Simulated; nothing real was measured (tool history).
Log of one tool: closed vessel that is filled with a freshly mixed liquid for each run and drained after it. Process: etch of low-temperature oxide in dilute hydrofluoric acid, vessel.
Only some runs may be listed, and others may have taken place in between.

| run | day | temperature setpoint of the liquid (°C) | parts of water to one part of 49 % hydrofluoric acid (parts by volume) | time in the liquid (s) | thickness taken off the low-temperature oxide on a monitor wafer (Å) |
|---|---|---|---|---|---|
| 1 | 0.000 | 21.0 | 240 | 295 | 211.94 |
| 2 | 0.312 | 21.0 | 240 | 295 | 211.48 |
| 3 | 0.529 | 23.0 | 195 | 295 | 287.38 |
| 4 | 0.846 | 26.0 | 195 | 295 | 323.72 |
| 5 | 1.067 | 26.5 | 160 | 295 | 430.23 |
| 6 | 1.400 | 24.0 | 160 | 295 | 384.31 |
| 7 | 1.679 | 25.0 | 145 | 295 | 449.72 |

Expected results for the next run?
| 8 | 1.904 | 26.0 | 135 | 295 | ? |

{"run 8": {"thickness taken off the low-temperature oxide on a monitor wafer (Å)": 509.71}}
